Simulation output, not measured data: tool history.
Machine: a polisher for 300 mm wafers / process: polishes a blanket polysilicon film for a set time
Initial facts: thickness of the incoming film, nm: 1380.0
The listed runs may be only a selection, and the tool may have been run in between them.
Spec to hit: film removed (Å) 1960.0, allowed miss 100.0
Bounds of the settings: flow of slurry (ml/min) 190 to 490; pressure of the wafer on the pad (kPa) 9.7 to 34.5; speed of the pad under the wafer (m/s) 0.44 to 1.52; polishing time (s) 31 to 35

run,hour,flow of slurry (ml/min),pressure of the wafer on the pad (kPa),speed of the pad under the wafer (m/s),polishing time (s),film removed (Å)
1,0.0,315,22.1,0.98,35,3251.4
2,3.8,315,22.1,0.82,35,2648.2
3,8.3,315,25.5,0.82,35,3109.1
4,12.8,255,25.5,0.82,35,3101.0
5,14.3,225,25.5,0.82,35,2936.5
6,22.9,225,22.8,0.82,35,2714.1
7,28.7,225,22.8,0.82,35,2699.4
8,32.1,225,20.7,0.80,35,2393.3
9,40.3,225,19.3,0.80,35,2237.1

Exactly one of the 5 candidate moves below puts every result within its allowed miss. Which one?
A,48.5,300,19.3,0.76,35,?
B,48.5,235,17.9,0.76,35,?
C,48.5,205,17.2,0.96,34,?
D,48.5,235,18.6,0.84,35,?
E,48.5,310,19.3,0.80,34,?

move,film removed (Å)
A,2204.1
B,1957.7
C,2220.6
D,2235.7
E,2261.6
A: moves toward the targets from the last run without getting all of them in spec
B: all results land within tolerance of their targets
C: moves toward the targets from the last run without getting all of them in spec
D: just as far off the targets as the last run
E: the biggest miss grows against the last run
B is the move that brings every result within its allowed miss.
